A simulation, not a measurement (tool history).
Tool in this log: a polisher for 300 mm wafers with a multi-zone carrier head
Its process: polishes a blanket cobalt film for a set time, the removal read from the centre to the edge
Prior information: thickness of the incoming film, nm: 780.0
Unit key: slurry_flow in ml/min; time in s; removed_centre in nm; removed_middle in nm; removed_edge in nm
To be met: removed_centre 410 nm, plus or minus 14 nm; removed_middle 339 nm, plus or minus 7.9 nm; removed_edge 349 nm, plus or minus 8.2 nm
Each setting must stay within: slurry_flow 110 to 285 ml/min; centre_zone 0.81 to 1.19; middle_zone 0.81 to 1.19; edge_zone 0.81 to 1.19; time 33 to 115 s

Run 1, day 0: slurry_flow 180 ml/min, centre_zone 1, middle_zone 1, edge_zone 1, time 73 s. Result: removed_centre 318.78 nm, removed_middle 306.4 nm, removed_edge 303.82 nm.
Run 2, day 0.125: slurry_flow 180 ml/min, centre_zone 1, middle_zone 1.06, edge_zone 1, time 73 s. Result: removed_centre 319.54 nm, removed_middle 331.41 nm, removed_edge 300.87 nm.
Run 3, day 0.329: slurry_flow 180 ml/min, centre_zone 1.06, middle_zone 1.06, edge_zone 1, time 73 s. Result: removed_centre 340.83 nm, removed_middle 324.78 nm, removed_edge 299.93 nm.
Run 4, day 0.567: slurry_flow 180 ml/min, centre_zone 0.98, middle_zone 1.06, edge_zone 1, time 73 s. Result: removed_centre 315.46 nm, removed_middle 329.81 nm, removed_edge 301.74 nm.
Run 5, day 0.883: slurry_flow 180 ml/min, centre_zone 0.98, middle_zone 0.98, edge_zone 1, time 73 s. Result: removed_centre 316.38 nm, removed_middle 306.78 nm, removed_edge 297.89 nm.
Run 6, day 1.017: slurry_flow 195 ml/min, centre_zone 1.02, middle_zone 0.99, edge_zone 1.03, time 73 s. Result: removed_centre 326.88 nm, removed_middle 311.15 nm, removed_edge 309.41 nm.
Run 7, day 1.154: slurry_flow 195 ml/min, centre_zone 1.02, middle_zone 0.99, edge_zone 1.03, time 73 s. Result: removed_centre 326.98 nm, removed_middle 312.64 nm, removed_edge 307.88 nm.
Run 8, day 1.233: slurry_flow 205 ml/min, centre_zone 1.05, middle_zone 0.99, edge_zone 1.05, time 74 s. Result: removed_centre 346.12 nm, removed_middle 316.99 nm, removed_edge 317.72 nm.
Run 9, day 1.475: slurry_flow 215 ml/min, centre_zone 1.07, middle_zone 0.99, edge_zone 1.07, time 74 s. Result: removed_centre 350.73 nm, removed_middle 318.91 nm, removed_edge 316.33 nm.
Run 10, day 1.671: slurry_flow 230 ml/min, centre_zone 1.16, middle_zone 0.94, edge_zone 1.14, time 82 s. Result: removed_centre 431.13 nm, removed_middle 339.42 nm, removed_edge 367.98 nm.
Run 11, day 1.988: slurry_flow 225 ml/min, centre_zone 1.15, middle_zone 0.95, edge_zone 1.13, time 82 s. Result: removed_centre 428.55 nm, removed_middle 341.47 nm, removed_edge 364.4 nm.

4 candidate next runs follow, results not yet known. Just one meets every target within its allowed miss. Identify it.
Run A, day 2.304: slurry_flow 245 ml/min, centre_zone 1.15, middle_zone 0.93, edge_zone 1.12, time 82 s. Result: removed_centre ?, removed_middle ?, removed_edge ?.
Run B, day 2.304: slurry_flow 195 ml/min, centre_zone 1.01, middle_zone 0.87, edge_zone 1.13, time 88 s. Result: removed_centre ?, removed_middle ?, removed_edge ?.
Run C, day 2.304: slurry_flow 205 ml/min, centre_zone 1.18, middle_zone 1, edge_zone 1.15, time 79 s. Result: removed_centre ?, removed_middle ?, removed_edge ?.
Run D, day 2.304: slurry_flow 205 ml/min, centre_zone 1.15, middle_zone 0.9, edge_zone 1.19, time 85 s. Result: removed_centre ?, removed_middle ?, removed_edge ?.

move  removed_centre  removed_middle  removed_edge
   A          422.76          337.91         363.5
   B          388.41          335.97        385.73
   C          410.43          340.14        349.79
   D             430          335.12           383
A: moves toward the targets from the last run without getting all of them in spec
B: lands further from the targets than the last run did
C: in spec on every target
D: lands further from the targets than the last run did
C meets every target.
